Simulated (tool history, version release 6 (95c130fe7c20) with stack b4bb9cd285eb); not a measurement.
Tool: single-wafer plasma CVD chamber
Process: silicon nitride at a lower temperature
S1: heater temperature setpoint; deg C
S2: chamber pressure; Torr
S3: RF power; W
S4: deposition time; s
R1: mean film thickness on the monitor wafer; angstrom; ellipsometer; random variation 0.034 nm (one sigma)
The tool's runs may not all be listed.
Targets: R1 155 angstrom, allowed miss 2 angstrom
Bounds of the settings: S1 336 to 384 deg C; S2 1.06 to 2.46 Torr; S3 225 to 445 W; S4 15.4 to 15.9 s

run  hour   S1    S2   S3    S4      R1
  1     0  360  1.76  335  15.4   187.9
  2     9  360  1.56  320  15.4  178.39
  3  13.5  360  1.42  305  15.4  170.97
  4  14.2  360  1.32  295  15.4  164.88
  5    18  360  1.19  295  15.4  161.81
  6  26.5  360  1.15  290  15.4  158.81
  7  28.3  360  1.12  290  15.4  158.47
  8    36  360   1.1  290  15.4  157.84
  9  41.3  360  1.09  290  15.4  157.54
 10    48  360  1.08  290  15.4  157.83

5 next moves are on the table. One of them brings every result within its allowed miss. Which?
  A  54.7  359  1.08  270  15.8   ?
  B  54.7  358  1.11  285  15.9   ?
  C  54.7  357  1.11  275  15.9   ?
  D  54.7  355  1.06  290  15.7   ?
  E  54.7  347  1.07  295  15.6   ?

move      R1
   A  154.77
   B  161.84
   C  158.41
   D  160.41
   E  161.88
A: meets every target
B: further off than the last run
C: further off than the last run
D: further off than the last run
E: further off than the last run
Move A is the one to make.

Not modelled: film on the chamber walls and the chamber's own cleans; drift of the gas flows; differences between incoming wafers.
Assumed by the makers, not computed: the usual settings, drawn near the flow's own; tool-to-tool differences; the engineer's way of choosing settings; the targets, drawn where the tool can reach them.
